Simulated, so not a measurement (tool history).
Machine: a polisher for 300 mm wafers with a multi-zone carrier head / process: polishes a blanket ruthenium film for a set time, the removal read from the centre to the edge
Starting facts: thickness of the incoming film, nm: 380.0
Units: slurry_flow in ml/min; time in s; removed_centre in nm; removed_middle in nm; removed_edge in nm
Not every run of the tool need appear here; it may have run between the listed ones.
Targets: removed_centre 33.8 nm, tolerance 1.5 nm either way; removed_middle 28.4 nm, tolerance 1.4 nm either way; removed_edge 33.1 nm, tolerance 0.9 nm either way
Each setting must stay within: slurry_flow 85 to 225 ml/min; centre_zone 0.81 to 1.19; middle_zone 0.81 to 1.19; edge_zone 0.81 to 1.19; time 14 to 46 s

{"run": 1, "hour": 0.0, "slurry_flow": 145, "centre_zone": 1, "middle_zone": 1, "edge_zone": 1, "time": 30, "removed_centre": 25.387, "removed_middle": 25.931, "removed_edge": 25.402}
{"run": 2, "hour": 6.6, "slurry_flow": 165, "centre_zone": 1, "middle_zone": 1, "edge_zone": 1, "time": 30, "removed_centre": 26.168, "removed_middle": 25.941, "removed_edge": 25.793}
{"run": 3, "hour": 8.7, "slurry_flow": 170, "centre_zone": 1.01, "middle_zone": 0.99, "edge_zone": 1.02, "time": 31, "removed_centre": 27.741, "removed_middle": 26.783, "removed_edge": 26.28}
{"run": 4, "hour": 15.1, "slurry_flow": 165, "centre_zone": 1, "middle_zone": 0.96, "edge_zone": 1.04, "time": 32, "removed_centre": 28.036, "removed_middle": 27.672, "removed_edge": 27.981}
{"run": 5, "hour": 16.5, "slurry_flow": 170, "centre_zone": 1.01, "middle_zone": 0.94, "edge_zone": 1.06, "time": 32, "removed_centre": 27.886, "removed_middle": 26.565, "removed_edge": 27.959}
{"run": 6, "hour": 17.5, "slurry_flow": 175, "centre_zone": 1.02, "middle_zone": 0.93, "edge_zone": 1.07, "time": 33, "removed_centre": 29.523, "removed_middle": 26.982, "removed_edge": 28.736}
{"run": 7, "hour": 23.7, "slurry_flow": 175, "centre_zone": 1.02, "middle_zone": 0.93, "edge_zone": 1.07, "time": 33, "removed_centre": 29.876, "removed_middle": 27.393, "removed_edge": 28.94}
{"run": 8, "hour": 26.8, "slurry_flow": 175, "centre_zone": 1.02, "middle_zone": 0.92, "edge_zone": 1.09, "time": 33, "removed_centre": 29.577, "removed_middle": 26.754, "removed_edge": 29.409}
{"run": 9, "hour": 29.7, "slurry_flow": 175, "centre_zone": 1.03, "middle_zone": 0.92, "edge_zone": 1.1, "time": 33, "removed_centre": 30.763, "removed_middle": 26.021, "removed_edge": 28.899}
{"run": 10, "hour": 30.7, "slurry_flow": 175, "centre_zone": 1.03, "middle_zone": 0.92, "edge_zone": 1.11, "time": 34, "removed_centre": 30.741, "removed_middle": 28.17, "removed_edge": 30.286}
{"run": 11, "hour": 33.3, "slurry_flow": 180, "centre_zone": 1.03, "middle_zone": 0.91, "edge_zone": 1.12, "time": 34, "removed_centre": 30.811, "removed_middle": 27.265, "removed_edge": 30.507}
{"run": 12, "hour": 34.5, "slurry_flow": 180, "centre_zone": 1.03, "middle_zone": 0.91, "edge_zone": 1.13, "time": 34, "removed_centre": 30.155, "removed_middle": 28.073, "removed_edge": 30.443}
{"run": 13, "hour": 43.4, "slurry_flow": 180, "centre_zone": 1.03, "middle_zone": 0.9, "edge_zone": 1.13, "time": 34, "removed_centre": 31.404, "removed_middle": 27.52, "removed_edge": 30.985}
{"run": 14, "hour": 48.6, "slurry_flow": 210, "centre_zone": 1.04, "middle_zone": 0.88, "edge_zone": 1.19, "time": 34, "removed_centre": 31.786, "removed_middle": 27.794, "removed_edge": 31.382}

Which of these 5 next moves meets every target?
{"run": "A", "hour": 53.8, "slurry_flow": 215, "centre_zone": 1.1, "middle_zone": 0.83, "edge_zone": 1.12, "time": 33, "removed_centre": "?", "removed_middle": "?", "removed_edge": "?"}
{"run": "B", "hour": 53.8, "slurry_flow": 210, "centre_zone": 1.11, "middle_zone": 0.94, "edge_zone": 1.12, "time": 34, "removed_centre": "?", "removed_middle": "?", "removed_edge": "?"}
{"run": "C", "hour": 53.8, "slurry_flow": 180, "centre_zone": 1.07, "middle_zone": 1.02, "edge_zone": 1.17, "time": 32, "removed_centre": "?", "removed_middle": "?", "removed_edge": "?"}
{"run": "D", "hour": 53.8, "slurry_flow": 215, "centre_zone": 1.04, "middle_zone": 0.87, "edge_zone": 1.19, "time": 36, "removed_centre": "?", "removed_middle": "?", "removed_edge": "?"}
{"run": "E", "hour": 53.8, "slurry_flow": 135, "centre_zone": 0.96, "middle_zone": 0.81, "edge_zone": 1.19, "time": 38, "removed_centre": "?", "removed_middle": "?", "removed_edge": "?"}

move=A removed_centre=33.39 removed_middle=25.694 removed_edge=30.261
move=B removed_centre=34.613 removed_middle=29.253 removed_edge=31.062
move=C removed_centre=30.727 removed_middle=28.878 removed_edge=29.192
move=D removed_centre=34.525 removed_middle=29.142 removed_edge=33.702
move=E removed_centre=31.159 removed_middle=27.045 removed_edge=33.82
A: lands further from the targets than the last run did
B: lands further from the targets than the last run did
C: lands further from the targets than the last run did
D: every result lands within tolerance
E: the worst result of the last run now meets its target, but another is out of spec
Go with D: it meets all targets.

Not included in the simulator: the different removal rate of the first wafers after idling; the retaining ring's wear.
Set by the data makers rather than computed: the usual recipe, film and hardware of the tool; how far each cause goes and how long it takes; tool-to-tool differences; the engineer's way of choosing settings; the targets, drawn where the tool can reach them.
